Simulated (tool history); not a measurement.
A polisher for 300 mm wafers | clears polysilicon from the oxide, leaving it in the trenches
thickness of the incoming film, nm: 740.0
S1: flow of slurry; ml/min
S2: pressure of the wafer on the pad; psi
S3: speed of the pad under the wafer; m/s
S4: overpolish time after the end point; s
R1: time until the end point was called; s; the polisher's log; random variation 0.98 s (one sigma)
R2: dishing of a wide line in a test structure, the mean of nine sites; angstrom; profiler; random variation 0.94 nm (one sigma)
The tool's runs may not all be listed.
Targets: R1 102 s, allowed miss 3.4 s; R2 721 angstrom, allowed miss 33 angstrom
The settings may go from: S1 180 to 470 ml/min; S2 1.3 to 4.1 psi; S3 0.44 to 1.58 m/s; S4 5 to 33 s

run  hour   S1   S2    S3  S4      R1      R2
  1     0  300  2.7     1  17   61.08   704.1
  2   4.1  300  2.7     1  24  60.177   745.8
  3   9.4  235  2.7     1  24   62.13  760.68
  4  12.9  230  2.5     1  25  65.567  739.96
  5  21.3  230  2.5  1.24  25  53.396  753.84
  6    27  230  1.9  1.24  25  61.223  778.21
  7  34.8  220  1.3  0.96  23  93.557  675.87
  8  42.6  220  1.3  0.94  24  96.598  697.98

Which of these 4 next moves meets every target?
  A  50.4  180  1.3     1  23   ?   ?
  B  50.4  245  1.7  0.88  20   ?   ?
  C  50.4  195  1.3  0.88  19   ?   ?
  D  50.4  235  1.7  0.78  28   ?   ?

move      R1      R2
   A  93.115  695.72
   B   90.41  674.76
   C  104.45  631.33
   D  101.96  713.22
A: further off than the last run
B: further off than the last run
C: brings the result that was furthest off to its target, and leaves another outside
D: meets every target
The right move is D.
